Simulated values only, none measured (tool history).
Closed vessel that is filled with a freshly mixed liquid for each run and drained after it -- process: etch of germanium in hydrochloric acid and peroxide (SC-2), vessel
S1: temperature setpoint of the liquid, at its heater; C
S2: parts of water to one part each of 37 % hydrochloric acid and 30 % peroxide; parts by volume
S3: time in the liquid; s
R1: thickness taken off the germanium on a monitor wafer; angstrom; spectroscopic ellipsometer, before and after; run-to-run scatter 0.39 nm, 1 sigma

Run 1, day 0.000: S1 53.0 C, S2 7.5 parts by volume, S3 35 s. Result: R1 657.29 angstrom.
Run 2, day 0.288: S1 53.0 C, S2 10.0 parts by volume, S3 35 s. Result: R1 628.41 angstrom.
Run 3, day 0.583: S1 53.0 C, S2 8.0 parts by volume, S3 35 s. Result: R1 649.99 angstrom.
Run 4, day 0.871: S1 53.0 C, S2 9.0 parts by volume, S3 35 s. Result: R1 649.09 angstrom.
Run 5, day 0.908: S1 53.0 C, S2 11.0 parts by volume, S3 35 s. Result: R1 625.34 angstrom.
Run 6, day 1.158: S1 51.5 C, S2 11.0 parts by volume, S3 35 s. Result: R1 603.95 angstrom.
Run 7, day 1.354: S1 50.0 C, S2 11.0 parts by volume, S3 35 s. Result: R1 568.86 angstrom.
Run 8, day 1.671: S1 49.0 C, S2 11.0 parts by volume, S3 35 s. Result: R1 560.46 angstrom.
At day 1.862: thermometer replaced.
Run 9, day 1.862: S1 47.5 C, S2 11.0 parts by volume, S3 35 s. Result: R1 493.33 angstrom.

What will run 10 give?
Run 10, day 1.883: S1 47.0 C, S2 11.0 parts by volume, S3 35 s. Result: R1 ?.

{"run 10": {"R1": 499.11}}
